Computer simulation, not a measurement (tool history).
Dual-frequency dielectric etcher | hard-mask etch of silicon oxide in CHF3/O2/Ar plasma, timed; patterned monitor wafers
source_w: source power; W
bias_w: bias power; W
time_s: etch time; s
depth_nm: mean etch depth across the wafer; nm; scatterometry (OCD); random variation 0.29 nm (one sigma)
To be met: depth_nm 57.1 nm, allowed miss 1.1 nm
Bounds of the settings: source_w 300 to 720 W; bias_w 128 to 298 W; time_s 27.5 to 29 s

{"run": 1, "hour": 0.0, "source_w": 510, "bias_w": 213, "time_s": 27.5, "depth_nm": 49.52}
{"run": 2, "hour": 3.3, "source_w": 510, "bias_w": 213, "time_s": 27.5, "depth_nm": 49.964}
{"run": 3, "hour": 7.9, "source_w": 510, "bias_w": 194, "time_s": 27.5, "depth_nm": 47.535}
{"run": 4, "hour": 10.9, "source_w": 530, "bias_w": 196, "time_s": 27.5, "depth_nm": 48.156}
{"run": 5, "hour": 13.6, "source_w": 530, "bias_w": 196, "time_s": 29, "depth_nm": 50.736}
{"run": 6, "hour": 14.1, "source_w": 540, "bias_w": 198, "time_s": 29, "depth_nm": 51.251}
{"run": 7, "hour": 16.9, "source_w": 550, "bias_w": 201, "time_s": 29, "depth_nm": 52.517}
{"run": 8, "hour": 22.0, "source_w": 560, "bias_w": 202, "time_s": 29, "depth_nm": 52.344}
{"run": 9, "hour": 22.7, "source_w": 570, "bias_w": 204, "time_s": 29, "depth_nm": 53.875}
{"run": 10, "hour": 24.3, "source_w": 570, "bias_w": 204, "time_s": 29, "depth_nm": 53.528}
{"run": 11, "hour": 31.3, "source_w": 570, "bias_w": 204, "time_s": 29, "depth_nm": 53.446}

4 next moves are on the table. One of them brings every result within its allowed miss. Which?
{"run": "A", "hour": 38.3, "source_w": 610, "bias_w": 225, "time_s": 29, "depth_nm": "?"}
{"run": "B", "hour": 38.3, "source_w": 550, "bias_w": 218, "time_s": 29, "depth_nm": "?"}
{"run": "C", "hour": 38.3, "source_w": 580, "bias_w": 207, "time_s": 28.5, "depth_nm": "?"}
{"run": "D", "hour": 38.3, "source_w": 560, "bias_w": 196, "time_s": 28, "depth_nm": "?"}

move=A depth_nm=57.665
move=B depth_nm=54.568
move=C depth_nm=53.365
move=D depth_nm=50.342
A: meets every target
B: nearer than the last run, and not there yet
C: as far off as the last run
D: further off than the last run
The right move is A.
